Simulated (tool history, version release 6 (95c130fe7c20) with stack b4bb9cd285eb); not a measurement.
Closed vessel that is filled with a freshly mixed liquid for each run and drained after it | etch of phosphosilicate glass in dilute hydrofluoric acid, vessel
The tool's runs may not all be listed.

| run | day | temperature setpoint of the liquid (C) | parts of water to one part of 49 % hydrofluoric acid (parts by volume) | time in the liquid (s) | thickness taken off the phosphosilicate glass on a monitor wafer (nm) |
|---|---|---|---|---|---|
| 1 | 0.000 | 24.0 | 60 | 35 | 71.169 |
| 2 | 0.196 | 24.0 | 60 | 35 | 71.976 |
| 3 | 0.254 | 26.0 | 60 | 35 | 77.480 |
| 4 | 0.404 | 26.0 | 60 | 35 | 76.577 |
| 5 | 0.725 | 27.5 | 55 | 35 | 90.073 |
| 6 | 1.025 | 29.0 | 55 | 35 | 95.214 |
| 7 | 1.296 | 30.0 | 55 | 35 | 98.892 |
| 8 | 1.333 | 30.5 | 55 | 35 | 102.100 |
| 9 | 1.538 | 31.0 | 55 | 35 | 104.800 |

Run 10 comes next. What will it give?
| 10 | 1.558 | 31.5 | 55 | 35 | ? |

Run 10 gave thickness taken off the phosphosilicate glass on a monitor wafer (nm) 104.900.
